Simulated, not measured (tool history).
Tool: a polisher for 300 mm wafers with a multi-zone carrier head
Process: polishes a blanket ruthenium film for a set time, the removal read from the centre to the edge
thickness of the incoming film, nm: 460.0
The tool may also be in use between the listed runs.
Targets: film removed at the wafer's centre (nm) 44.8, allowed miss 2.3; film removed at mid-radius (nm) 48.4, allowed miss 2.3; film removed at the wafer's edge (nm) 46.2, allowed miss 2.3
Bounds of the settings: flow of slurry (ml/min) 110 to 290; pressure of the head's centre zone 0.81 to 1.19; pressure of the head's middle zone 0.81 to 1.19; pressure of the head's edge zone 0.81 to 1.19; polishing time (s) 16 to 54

run  hour  flow of slurry (ml/min)  pressure of the head's centre zone  pressure of the head's middle zone  pressure of the head's edge zone  polishing time (s)  film removed at the wafer's centre (nm)  film removed at mid-radius (nm)  film removed at the wafer's edge (nm)
  1     0                      185                                   1                                   1                                 1                  35                                   60.767                           59.681                                 62.549
  2   0.8                      185                                   1                                0.93                                 1                  35                                   61.142                           57.305                                 63.653
  3   6.4                      165                                   1                                0.93                                 1                  35                                   60.858                           57.069                                 61.987
  4   9.2                      200                                   1                                0.93                                 1                  35                                   61.616                           57.419                                 63.454
  5  17.4                      245                                   1                                0.93                                 1                  35                                   64.413                           60.724                                 64.463
  6  24.3                      245                                0.98                                0.95                              0.97                  32                                   58.542                           54.459                                 58.792
  7  25.2                      245                                0.96                                1.01                              0.95                  30                                   54.086                           54.801                                 55.718
  8  27.8                      240                                0.95                                1.03                              0.93                  28                                   47.591                           51.688                                 49.813
  9  33.6                      235                                0.95                                1.02                              0.92                  28                                   49.037                           51.264                                 49.043
 10  39.8                      230                                0.94                                1.01                              0.92                  28                                   49.196                           49.987                                 50.196

Which of these 4 next moves meets every target?
  A    46                      220                                 1.1                                1.04                              0.82                  27                                        ?                                ?                                      ?
  B    46                      140                                1.19                                0.98                              0.81                  28                                        ?                                ?                                      ?
  C    46                      235                                0.89                                0.97                              0.85                  27                                        ?                                ?                                      ?
  D    46                      275                                1.09                                0.99                              0.84                  28                                        ?                                ?                                      ?

move  film removed at the wafer's centre (nm)  film removed at mid-radius (nm)  film removed at the wafer's edge (nm)
   A                                   51.211                           50.107                                  44.86
   B                                   51.889                           45.532                                 43.606
   C                                   42.882                           47.779                                 45.923
   D                                   54.295                           51.284                                 48.031
A: further off than the last run
B: further off than the last run
C: meets every target
D: further off than the last run
Move C is the one to make.

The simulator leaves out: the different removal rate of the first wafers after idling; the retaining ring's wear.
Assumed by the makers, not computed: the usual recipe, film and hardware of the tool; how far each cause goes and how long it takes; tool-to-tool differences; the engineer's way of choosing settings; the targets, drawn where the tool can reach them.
